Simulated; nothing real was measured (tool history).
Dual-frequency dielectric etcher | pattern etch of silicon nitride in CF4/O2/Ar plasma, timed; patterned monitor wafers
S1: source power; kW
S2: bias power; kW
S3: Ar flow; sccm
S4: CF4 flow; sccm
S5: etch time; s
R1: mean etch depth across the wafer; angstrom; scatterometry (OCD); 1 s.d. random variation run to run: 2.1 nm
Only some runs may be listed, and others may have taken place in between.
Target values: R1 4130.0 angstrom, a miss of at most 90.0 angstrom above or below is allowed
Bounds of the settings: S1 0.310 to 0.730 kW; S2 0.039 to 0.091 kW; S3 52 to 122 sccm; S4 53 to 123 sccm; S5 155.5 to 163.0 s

{"run": 1, "hour": 0.0, "S1": 0.52, "S2": 0.065, "S3": 87, "S4": 88, "S5": 155.5, "R1": 3661.8}
{"run": 2, "hour": 3.6, "S1": 0.54, "S2": 0.065, "S3": 87, "S4": 88, "S5": 155.5, "R1": 3735.0}
{"run": 3, "hour": 9.3, "S1": 0.54, "S2": 0.065, "S3": 87, "S4": 80, "S5": 155.5, "R1": 3693.1}
{"run": 4, "hour": 14.7, "S1": 0.54, "S2": 0.065, "S3": 87, "S4": 70, "S5": 155.5, "R1": 3652.2}
{"run": 5, "hour": 21.9, "S1": 0.54, "S2": 0.065, "S3": 72, "S4": 70, "S5": 155.5, "R1": 3702.7}
{"run": 6, "hour": 28.9, "S1": 0.54, "S2": 0.065, "S3": 72, "S4": 78, "S5": 155.5, "R1": 3772.4}
{"run": 7, "hour": 31.1, "S1": 0.56, "S2": 0.065, "S3": 72, "S4": 78, "S5": 155.5, "R1": 3867.0}
{"run": 8, "hour": 39.7, "S1": 0.57, "S2": 0.065, "S3": 72, "S4": 78, "S5": 155.5, "R1": 3900.7}

Which single option among these 5 for the next run brings every result within its allowed miss of target? Just one does.
{"run": "A", "hour": 48.3, "S1": 0.52, "S2": 0.059, "S3": 80, "S4": 73, "S5": 159.5, "R1": "?"}
{"run": "B", "hour": 48.3, "S1": 0.55, "S2": 0.063, "S3": 74, "S4": 68, "S5": 156.5, "R1": "?"}
{"run": "C", "hour": 48.3, "S1": 0.69, "S2": 0.052, "S3": 83, "S4": 85, "S5": 158.5, "R1": "?"}
{"run": "D", "hour": 48.3, "S1": 0.57, "S2": 0.059, "S3": 73, "S4": 83, "S5": 158.5, "R1": "?"}
{"run": "E", "hour": 48.3, "S1": 0.56, "S2": 0.066, "S3": 64, "S4": 74, "S5": 157.0, "R1": "?"}

move=A R1=3572.2
move=B R1=3712.9
move=C R1=4108.4
move=D R1=3839.8
move=E R1=3914.8
A: further off than the last run
B: further off than the last run
C: every result within its allowed miss
D: further off than the last run
E: closer than the last run, but not yet in spec
The move that meets every target is C.
